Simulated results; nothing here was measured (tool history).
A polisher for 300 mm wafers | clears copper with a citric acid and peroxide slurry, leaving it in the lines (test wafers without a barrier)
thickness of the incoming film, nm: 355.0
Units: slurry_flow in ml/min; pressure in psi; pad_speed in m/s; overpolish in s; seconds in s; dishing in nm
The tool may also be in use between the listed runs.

run	day	slurry_flow	pressure	pad_speed	slurry_solids	overpolish	seconds	dishing
1	0.000	230	3.0	1.00	1.0	22	174.44	22.055
2	0.062	230	2.6	1.00	1.0	22	191.83	20.829
3	0.229	230	2.6	1.00	1.2	22	186.83	21.310
4	0.438	200	2.6	1.00	1.2	22	194.06	21.280
5	0.508	200	2.6	1.00	1.1	22	193.08	21.527
# day 0.667: worn pad replaced by a new one
6	0.667	200	2.6	1.00	1.2	22	174.21	22.592
7	0.933	230	2.3	1.00	1.2	22	184.03	21.787
8	1.058	225	2.1	0.92	1.2	21	209.04	19.122
9	1.217	215	1.9	0.90	1.2	21	236.67	18.302

Run 10 comes next. What will it give?
10	1.421	200	1.7	0.90	1.2	20	?	?

{"run 10": {"seconds": 250.92, "dishing": 16.827}}
